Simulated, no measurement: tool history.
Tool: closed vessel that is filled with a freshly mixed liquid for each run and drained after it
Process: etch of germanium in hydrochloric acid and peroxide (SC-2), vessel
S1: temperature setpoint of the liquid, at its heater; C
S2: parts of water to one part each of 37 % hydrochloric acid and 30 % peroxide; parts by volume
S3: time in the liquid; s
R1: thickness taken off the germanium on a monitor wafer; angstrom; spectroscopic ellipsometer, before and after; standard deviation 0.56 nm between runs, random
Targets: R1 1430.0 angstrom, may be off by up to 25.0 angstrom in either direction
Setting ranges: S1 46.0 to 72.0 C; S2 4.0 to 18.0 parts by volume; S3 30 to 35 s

run  hour    S1    S2  S3      R1
  1   0.0  62.0  10.0  35  1126.6
  2   8.1  64.5  10.0  35  1215.4
  3   8.8  60.5  10.0  35  1082.3
  4  13.7  63.5  10.0  35  1189.2
  5  15.9  63.5   8.5  35  1202.8
  6  16.7  63.5   8.5  30  1027.9
  7  23.7  66.5  10.0  30  1104.8
  8  25.9  68.5   8.0  30  1193.2

Which of these 5 next moves meets every target?
  A  28.1  70.5  10.0  35   ?
  B  28.1  71.5   7.0  30   ?
  C  28.1  72.0   9.0  35   ?
  D  28.1  65.5   7.5  35   ?
  E  28.1  66.0   8.0  30   ?

move      R1
   A  1436.7
   B  1311.8
   C  1515.5
   D  1285.3
   E  1111.5
A: meets every target
B: closes in on the targets versus the last run, not all within tolerance yet
C: pushes the last run's worst result past its target
D: closes in on the targets versus the last run, not all within tolerance yet
E: moves away from the targets compared with the last run
So the answer is move A, the one that meets all the targets.
